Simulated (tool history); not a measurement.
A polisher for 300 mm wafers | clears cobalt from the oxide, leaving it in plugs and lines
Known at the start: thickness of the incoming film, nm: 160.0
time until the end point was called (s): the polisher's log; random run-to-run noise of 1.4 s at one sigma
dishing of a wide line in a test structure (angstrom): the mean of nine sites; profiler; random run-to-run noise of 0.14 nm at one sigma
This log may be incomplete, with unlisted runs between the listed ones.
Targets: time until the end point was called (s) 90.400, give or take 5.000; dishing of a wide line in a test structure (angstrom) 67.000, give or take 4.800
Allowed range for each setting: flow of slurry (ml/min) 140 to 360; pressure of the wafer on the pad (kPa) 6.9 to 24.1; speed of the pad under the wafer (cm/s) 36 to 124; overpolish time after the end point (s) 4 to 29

run  hour  flow of slurry (ml/min)  pressure of the wafer on the pad (kPa)  speed of the pad under the wafer (cm/s)  overpolish time after the end point (s)  time until the end point was called (s)  dishing of a wide line in a test structure (angstrom)
  1   0.0                      230                                    15.2                                       80                                       15                                   34.358                                                483.280
  2   1.2                      230                                    18.6                                       80                                       15                                   28.414                                                539.830
  3   5.6                      230                                    18.6                                       66                                       15                                   32.897                                                474.970
  4  12.9                      200                                    18.6                                       66                                       15                                   34.684                                                471.300
  5  18.3                      200                                    15.2                                       66                                       15                                   41.553                                                406.650
  6  20.4                      200                                    15.2                                       66                                       10                                   41.845                                                319.820
  7  24.8                      190                                    13.8                                       60                                        9                                   49.730                                                242.980
  8  28.0                      185                                    12.4                                       56                                        8                                   58.587                                                183.380
  9  34.3                      215                                    11.7                                       52                                        7                                   67.794                                                154.480

4 candidate next runs follow, results not yet known. Just one meets every target within its allowed miss. Identify it.
  A  40.6                      225                                    10.3                                       48                                       14                                        ?                                                      ?
  B  40.6                      200                                    10.3                                       42                                       29                                        ?                                                      ?
  C  40.6                      195                                     7.6                                       58                                        4                                        ?                                                      ?
  D  40.6                      265                                    13.1                                       38                                       18                                        ?                                                      ?

move  time until the end point was called (s)  dishing of a wide line in a test structure (angstrom)
   A                                   80.285                                                237.120
   B                                   91.879                                                382.120
   C                                   90.873                                                 67.051
   D                                   78.874                                                296.510
A: misses by more than the last run did
B: misses by more than the last run did
C: all results in spec
D: misses by more than the last run did
C is the move that brings every result within its allowed miss.
